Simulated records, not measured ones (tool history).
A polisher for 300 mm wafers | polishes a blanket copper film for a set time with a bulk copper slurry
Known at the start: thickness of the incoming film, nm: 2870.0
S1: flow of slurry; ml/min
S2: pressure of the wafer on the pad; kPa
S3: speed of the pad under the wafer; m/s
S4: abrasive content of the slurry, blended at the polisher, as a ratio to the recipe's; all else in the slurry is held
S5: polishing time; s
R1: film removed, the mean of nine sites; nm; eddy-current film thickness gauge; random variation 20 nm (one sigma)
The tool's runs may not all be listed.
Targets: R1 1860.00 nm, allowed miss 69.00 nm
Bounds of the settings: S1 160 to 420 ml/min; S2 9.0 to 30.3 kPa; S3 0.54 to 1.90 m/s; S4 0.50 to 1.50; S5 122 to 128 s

| run | hour | S1 | S2 | S3 | S4 | S5 | R1 |
|---|---|---|---|---|---|---|---|
| 1 | 0.0 | 270 | 19.3 | 1.22 | 1.00 | 122 | 1183.00 |
| 2 | 3.5 | 270 | 19.3 | 1.10 | 1.00 | 122 | 1041.40 |
| 3 | 10.9 | 270 | 19.3 | 1.10 | 0.90 | 122 | 1051.60 |
| 4 | 16.6 | 270 | 19.3 | 1.00 | 0.90 | 122 | 961.43 |
| 5 | 22.7 | 270 | 19.3 | 1.00 | 0.95 | 122 | 959.95 |
| 6 | 26.1 | 270 | 20.7 | 1.02 | 0.95 | 122 | 1065.10 |
| 7 | 35.0 | 270 | 22.1 | 1.02 | 0.95 | 122 | 1119.40 |
|  | 41.3 | worn pad replaced by a new one |
| 8 | 41.3 | 270 | 22.8 | 1.04 | 0.95 | 122 | 1328.80 |
| 9 | 48.3 | 270 | 27.6 | 1.04 | 0.95 | 122 | 1567.60 |

5 next moves are on the table. One of them brings every result within its allowed miss. Which?
| A | 55.3 | 240 | 22.1 | 1.12 | 1.05 | 122 | ? |
| B | 55.3 | 280 | 23.4 | 1.00 | 0.85 | 122 | ? |
| C | 55.3 | 205 | 25.5 | 0.96 | 1.05 | 127 | ? |
| D | 55.3 | 260 | 25.5 | 0.90 | 1.15 | 122 | ? |
| E | 55.3 | 250 | 29.0 | 1.12 | 0.90 | 128 | ? |

| move | R1 |
|---|---|
| A | 1362.60 |
| B | 1279.10 |
| C | 1383.00 |
| D | 1294.90 |
| E | 1830.30 |
A: further off than the last run
B: further off than the last run
C: further off than the last run
D: further off than the last run
E: meets every target
Move E is the one to make.
